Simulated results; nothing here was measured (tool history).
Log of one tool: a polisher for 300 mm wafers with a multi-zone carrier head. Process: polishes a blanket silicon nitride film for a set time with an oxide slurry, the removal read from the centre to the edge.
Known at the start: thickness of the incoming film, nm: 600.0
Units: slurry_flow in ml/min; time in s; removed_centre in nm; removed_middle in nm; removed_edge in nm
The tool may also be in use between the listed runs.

run,hour,slurry_flow,centre_zone,middle_zone,edge_zone,slurry_solids,time,removed_centre,removed_middle,removed_edge
1,0.0,225,1.00,1.00,1.00,1.00,32,14.6420,14.7950,14.8280
2,6.8,220,0.98,0.99,0.96,0.85,31,13.1270,12.8580,13.1130
3,8.5,220,0.98,0.95,0.96,0.85,31,13.0410,12.8010,13.0350
4,10.0,195,0.98,0.95,0.96,0.85,31,12.8680,12.3470,12.8380
5,11.2,195,0.95,0.98,0.92,0.75,30,11.1540,11.8400,11.4450
6,16.5,190,0.94,0.96,0.90,0.70,30,10.9010,11.2580,10.8890
7,17.2,190,0.94,0.96,0.90,0.70,30,10.7070,11.1540,10.9590
8,25.8,185,0.93,0.95,0.88,0.65,30,10.2160,10.4180,10.3480
9,34.5,180,0.92,0.95,0.86,0.65,30,10.0880,10.5990,10.1600
10,36.1,175,0.91,0.94,0.85,0.65,30,10.1710,10.0000,10.2080
11,41.4,170,0.91,0.95,0.84,0.60,30,9.3387,9.8854,9.7421

The next listed run, before its measurement:
12,45.6,170,0.92,0.95,0.83,0.60,30,?,?,?

removed_centre: 9.7532 nm
removed_middle: 9.9538 nm
removed_edge: 9.6706 nm

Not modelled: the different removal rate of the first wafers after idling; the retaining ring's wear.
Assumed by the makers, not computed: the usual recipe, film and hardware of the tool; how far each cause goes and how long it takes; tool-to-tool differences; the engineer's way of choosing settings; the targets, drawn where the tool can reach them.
